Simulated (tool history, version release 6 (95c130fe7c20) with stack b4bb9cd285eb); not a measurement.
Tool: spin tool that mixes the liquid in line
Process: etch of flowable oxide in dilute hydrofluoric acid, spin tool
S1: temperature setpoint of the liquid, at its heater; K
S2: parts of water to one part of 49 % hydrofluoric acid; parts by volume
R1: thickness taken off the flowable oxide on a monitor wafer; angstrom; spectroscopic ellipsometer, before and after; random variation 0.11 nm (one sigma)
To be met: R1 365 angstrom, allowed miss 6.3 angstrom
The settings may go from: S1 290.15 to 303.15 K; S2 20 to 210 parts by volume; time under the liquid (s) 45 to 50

run 1 day=0 | S1=295.15 S2=115 time_under_the_liquid_(s)=45 | R1=162.4
run 2 day=0.192 | S1=293.15 S2=115 time_under_the_liquid_(s)=45 | R1=149.05
run 3 day=0.304 | S1=294.65 S2=115 time_under_the_liquid_(s)=45 | R1=159.43
run 4 day=0.425 | S1=296.65 S2=105 time_under_the_liquid_(s)=45 | R1=191.22
run 5 day=0.492 | S1=296.65 S2=105 time_under_the_liquid_(s)=45 | R1=191.24
run 6 day=0.862 | S1=298.15 S2=95 time_under_the_liquid_(s)=45 | R1=227.54
run 7 day=0.929 | S1=299.15 S2=90 time_under_the_liquid_(s)=45 | R1=250.92
run 8 day=1.025 | S1=300.15 S2=85 time_under_the_liquid_(s)=45 | R1=277.1
run 9 day=1.225 | S1=300.65 S2=80 time_under_the_liquid_(s)=45 | R1=302.6
run 10 day=1.571 | S1=301.15 S2=80 time_under_the_liquid_(s)=45 | R1=308.72
run 11 day=1.921 | S1=301.65 S2=80 time_under_the_liquid_(s)=45 | R1=314.31
run 12 day=1.971 | S1=302.15 S2=80 time_under_the_liquid_(s)=45 | R1=319.8
run 13 day=2.279 | S1=302.65 S2=75 time_under_the_liquid_(s)=45 | R1=351.93
run 14 day=2.35 | S1=303.15 S2=75 time_under_the_liquid_(s)=45 | R1=357.75
run 15 day=2.658 | S1=303.15 S2=70 time_under_the_liquid_(s)=45 | R1=386.46
run 16 day=2.754 | S1=303.15 S2=70 time_under_the_liquid_(s)=45 | R1=388.15
run 17 day=2.879 | S1=301.15 S2=70 time_under_the_liquid_(s)=45 | R1=358.7

4 next moves are on the table. One of them brings every result within its allowed miss. Which?
run A day=3.004 | S1=299.15 S2=70 time_under_the_liquid_(s)=50 | R1=?
run B day=3.004 | S1=297.65 S2=70 time_under_the_liquid_(s)=50 | R1=?
run C day=3.004 | S1=296.65 S2=60 time_under_the_liquid_(s)=45 | R1=?
run D day=3.004 | S1=298.65 S2=65 time_under_the_liquid_(s)=45 | R1=?

move=A R1=367.88
move=B R1=346.4
move=C R1=353.79
move=D R1=351.86
A: meets every target
B: further off than the last run
C: further off than the last run
D: further off than the last run
The right move is A.
